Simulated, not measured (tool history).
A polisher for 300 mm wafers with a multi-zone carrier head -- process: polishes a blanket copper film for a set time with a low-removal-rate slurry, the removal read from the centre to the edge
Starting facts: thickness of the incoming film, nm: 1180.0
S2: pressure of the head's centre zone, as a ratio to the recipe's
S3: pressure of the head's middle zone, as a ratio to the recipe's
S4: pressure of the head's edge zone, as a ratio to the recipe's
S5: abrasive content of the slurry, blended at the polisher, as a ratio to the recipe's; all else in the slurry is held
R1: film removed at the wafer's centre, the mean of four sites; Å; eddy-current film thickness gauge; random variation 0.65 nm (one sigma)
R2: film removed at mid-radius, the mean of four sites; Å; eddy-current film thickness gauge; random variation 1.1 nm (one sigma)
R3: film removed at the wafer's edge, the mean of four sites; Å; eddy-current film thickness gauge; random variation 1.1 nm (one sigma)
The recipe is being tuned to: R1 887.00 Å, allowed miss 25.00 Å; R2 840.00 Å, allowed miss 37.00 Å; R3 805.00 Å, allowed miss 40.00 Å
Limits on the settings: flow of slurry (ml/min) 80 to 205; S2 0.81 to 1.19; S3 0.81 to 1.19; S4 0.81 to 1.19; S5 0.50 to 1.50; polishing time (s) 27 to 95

{"run": 1, "hour": 0.0, "flow of slurry (ml/min)": 135, "S2": 1.0, "S3": 1.0, "S4": 1.0, "S5": 1.0, "polishing time (s)": 61, "R1": 1248.6, "R2": 1239.7, "R3": 1240.3}
{"run": 2, "hour": 6.1, "flow of slurry (ml/min)": 135, "S2": 1.0, "S3": 0.99, "S4": 0.96, "S5": 0.85, "polishing time (s)": 57, "R1": 1131.5, "R2": 1126.0, "R3": 1092.5}
{"run": 3, "hour": 14.4, "flow of slurry (ml/min)": 130, "S2": 1.0, "S3": 0.96, "S4": 0.93, "S5": 0.75, "polishing time (s)": 55, "R1": 1034.1, "R2": 1015.2, "R3": 1016.9}
{"run": 4, "hour": 16.8, "flow of slurry (ml/min)": 130, "S2": 1.01, "S3": 0.96, "S4": 0.9, "S5": 0.7, "polishing time (s)": 53, "R1": 997.93, "R2": 942.74, "R3": 927.11}
{"run": 5, "hour": 21.0, "flow of slurry (ml/min)": 130, "S2": 1.01, "S3": 0.96, "S4": 0.9, "S5": 0.7, "polishing time (s)": 64, "R1": 1186.5, "R2": 1169.8, "R3": 1121.9}
{"run": 6, "hour": 25.9, "flow of slurry (ml/min)": 130, "S2": 0.95, "S3": 0.96, "S4": 0.9, "S5": 0.7, "polishing time (s)": 64, "R1": 1121.6, "R2": 1156.1, "R3": 1135.5}
{"run": 7, "hour": 31.8, "flow of slurry (ml/min)": 130, "S2": 0.97, "S3": 0.95, "S4": 0.88, "S5": 0.65, "polishing time (s)": 60, "R1": 1056.1, "R2": 1060.9, "R3": 1019.6}
{"run": 8, "hour": 38.0, "flow of slurry (ml/min)": 130, "S2": 0.98, "S3": 0.94, "S4": 0.86, "S5": 0.6, "polishing time (s)": 58, "R1": 1026.0, "R2": 1004.5, "R3": 975.28}
{"run": 9, "hour": 47.0, "flow of slurry (ml/min)": 125, "S2": 0.99, "S3": 0.94, "S4": 0.85, "S5": 0.55, "polishing time (s)": 56, "R1": 943.98, "R2": 948.28, "R3": 895.21}
{"run": 10, "hour": 54.3, "flow of slurry (ml/min)": 120, "S2": 1.0, "S3": 0.92, "S4": 0.84, "S5": 0.55, "polishing time (s)": 56, "R1": 957.32, "R2": 899.73, "R3": 892.91}
{"run": 11, "hour": 62.9, "flow of slurry (ml/min)": 115, "S2": 1.01, "S3": 0.93, "S4": 0.83, "S5": 0.55, "polishing time (s)": 55, "R1": 946.33, "R2": 879.28, "R3": 856.29}
{"run": 12, "hour": 67.4, "flow of slurry (ml/min)": 110, "S2": 1.01, "S3": 0.94, "S4": 0.82, "S5": 0.55, "polishing time (s)": 55, "R1": 927.13, "R2": 903.31, "R3": 860.76}
{"run": 13, "hour": 71.0, "flow of slurry (ml/min)": 105, "S2": 1.02, "S3": 0.94, "S4": 0.82, "S5": 0.55, "polishing time (s)": 54, "R1": 919.04, "R2": 872.28, "R3": 837.31}

4 candidate next runs follow, results not yet known. Just one meets every target within its allowed miss. Identify it.
{"run": "A", "hour": 74.6, "flow of slurry (ml/min)": 100, "S2": 0.98, "S3": 1.04, "S4": 0.81, "S5": 0.6, "polishing time (s)": 52, "R1": "?", "R2": "?", "R3": "?"}
{"run": "B", "hour": 74.6, "flow of slurry (ml/min)": 95, "S2": 1.04, "S3": 0.97, "S4": 0.84, "S5": 0.8, "polishing time (s)": 47, "R1": "?", "R2": "?", "R3": "?"}
{"run": "C", "hour": 74.6, "flow of slurry (ml/min)": 90, "S2": 1.04, "S3": 0.87, "S4": 0.96, "S5": 0.7, "polishing time (s)": 53, "R1": "?", "R2": "?", "R3": "?"}
{"run": "D", "hour": 74.6, "flow of slurry (ml/min)": 100, "S2": 1.02, "S3": 0.99, "S4": 0.81, "S5": 0.5, "polishing time (s)": 59, "R1": "?", "R2": "?", "R3": "?"}

move=A R1=850.53 R2=903.66 R3=808.49
move=B R1=871.01 R2=833.06 R3=797.03
move=C R1=935.76 R2=835.45 R3=916.51
move=D R1=954.46 R2=942.28 R3=872.14
A: moves the result that the last run missed by most past its target, out the other side
B: each result inside its tolerance
C: moves away from the targets compared with the last run
D: moves away from the targets compared with the last run
Answer: B

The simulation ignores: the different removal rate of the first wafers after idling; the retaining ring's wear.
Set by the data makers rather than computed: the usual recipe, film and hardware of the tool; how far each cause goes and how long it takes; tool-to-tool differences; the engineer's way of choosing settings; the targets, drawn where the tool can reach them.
